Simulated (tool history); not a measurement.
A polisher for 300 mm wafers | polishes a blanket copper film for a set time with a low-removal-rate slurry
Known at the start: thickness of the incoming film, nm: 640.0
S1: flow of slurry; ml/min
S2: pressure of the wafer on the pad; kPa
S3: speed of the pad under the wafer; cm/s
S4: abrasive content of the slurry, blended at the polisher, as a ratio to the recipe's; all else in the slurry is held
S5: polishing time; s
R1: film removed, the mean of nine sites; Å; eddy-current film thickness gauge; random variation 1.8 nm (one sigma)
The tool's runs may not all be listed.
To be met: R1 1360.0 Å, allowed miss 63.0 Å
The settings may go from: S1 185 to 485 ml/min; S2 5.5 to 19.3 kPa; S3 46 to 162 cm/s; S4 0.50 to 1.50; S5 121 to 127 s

run 1 hour=0.0 | S1=310 S2=12.4 S3=104 S4=1.00 S5=121 | R1=2687.1
run 2 hour=2.8 | S1=310 S2=12.4 S3=104 S4=0.95 S5=121 | R1=2561.3
run 3 hour=4.1 | S1=310 S2=11.0 S3=102 S4=0.95 S5=121 | R1=2341.8
run 4 hour=7.2 | S1=310 S2=9.7 S3=98 S4=0.95 S5=121 | R1=2053.0
run 5 hour=14.9 | S1=310 S2=9.0 S3=94 S4=0.95 S5=121 | R1=1821.8
run 6 hour=16.9 | S1=235 S2=9.0 S3=94 S4=0.95 S5=121 | R1=1835.3
run 7 hour=20.0 | S1=235 S2=8.3 S3=92 S4=0.95 S5=121 | R1=1685.8
run 8 hour=24.8 | S1=235 S2=7.6 S3=92 S4=0.95 S5=121 | R1=1597.4
run 9 hour=26.1 | S1=235 S2=6.9 S3=92 S4=0.95 S5=121 | R1=1474.1

Which of these 5 next moves meets every target?
run A hour=27.4 | S1=285 S2=7.6 S3=94 S4=0.90 S5=127 | R1=?
run B hour=27.4 | S1=195 S2=8.3 S3=92 S4=0.95 S5=125 | R1=?
run C hour=27.4 | S1=275 S2=8.3 S3=78 S4=0.85 S5=127 | R1=?
run D hour=27.4 | S1=215 S2=6.9 S3=84 S4=1.20 S5=127 | R1=?
run E hour=27.4 | S1=435 S2=5.5 S3=90 S4=1.20 S5=121 | R1=?

move=A R1=1726.8
move=B R1=1738.1
move=C R1=1511.6
move=D R1=1508.6
move=E R1=1395.5
A: further off than the last run
B: further off than the last run
C: further off than the last run
D: further off than the last run
E: meets every target
The right move is E.

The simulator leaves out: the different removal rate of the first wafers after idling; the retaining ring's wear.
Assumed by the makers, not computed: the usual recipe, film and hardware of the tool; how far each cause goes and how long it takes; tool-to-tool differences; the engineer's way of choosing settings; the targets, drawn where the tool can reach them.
